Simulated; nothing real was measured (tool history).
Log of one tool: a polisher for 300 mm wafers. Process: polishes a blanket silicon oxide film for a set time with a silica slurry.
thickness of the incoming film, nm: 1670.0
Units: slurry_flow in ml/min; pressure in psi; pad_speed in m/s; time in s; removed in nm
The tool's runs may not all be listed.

Run 1, day 0: slurry_flow 125 ml/min, pressure 5 psi, pad_speed 0.96 m/s, slurry_solids 1, time 22 s. Result: removed 54.547 nm.
Run 2, day 0.375: slurry_flow 125 ml/min, pressure 5 psi, pad_speed 0.96 m/s, slurry_solids 0.85, time 22 s. Result: removed 51.168 nm.
Run 3, day 0.579: slurry_flow 125 ml/min, pressure 5.5 psi, pad_speed 0.96 m/s, slurry_solids 0.85, time 22 s. Result: removed 56.261 nm.
Run 4, day 0.746: slurry_flow 110 ml/min, pressure 5.5 psi, pad_speed 0.96 m/s, slurry_solids 0.85, time 22 s. Result: removed 56.093 nm.
Run 5, day 0.838: slurry_flow 110 ml/min, pressure 5.5 psi, pad_speed 0.96 m/s, slurry_solids 0.65, time 22 s. Result: removed 49.127 nm.
Run 6, day 0.983: slurry_flow 110 ml/min, pressure 6 psi, pad_speed 0.98 m/s, slurry_solids 0.65, time 22 s. Result: removed 56.204 nm.
Run 7, day 1.171: slurry_flow 110 ml/min, pressure 6 psi, pad_speed 0.98 m/s, slurry_solids 0.65, time 22 s. Result: removed 54.198 nm.
Run 8, day 1.408: slurry_flow 110 ml/min, pressure 6.4 psi, pad_speed 1.02 m/s, slurry_solids 0.65, time 22 s. Result: removed 59.335 nm.
Run 9, day 1.738: slurry_flow 110 ml/min, pressure 6.7 psi, pad_speed 1.06 m/s, slurry_solids 0.65, time 22 s. Result: removed 63.423 nm.
Run 10, day 1.967: slurry_flow 110 ml/min, pressure 6.9 psi, pad_speed 1.1 m/s, slurry_solids 0.65, time 22 s. Result: removed 67.07 nm.
Run 11, day 2.125: slurry_flow 110 ml/min, pressure 7.1 psi, pad_speed 1.14 m/s, slurry_solids 0.65, time 22 s. Result: removed 73.786 nm.
Run 12, day 2.458: slurry_flow 110 ml/min, pressure 7.3 psi, pad_speed 1.16 m/s, slurry_solids 0.65, time 22 s. Result: removed 74.977 nm.
Run 13, day 2.5: slurry_flow 110 ml/min, pressure 7.4 psi, pad_speed 1.18 m/s, slurry_solids 0.65, time 22 s. Result: removed 75.331 nm.

The next listed run, before its measurement:
Run 14, day 2.554: slurry_flow 110 ml/min, pressure 7.5 psi, pad_speed 1.22 m/s, slurry_solids 0.65, time 22 s. Result: removed ?.

removed: 79.616 nm
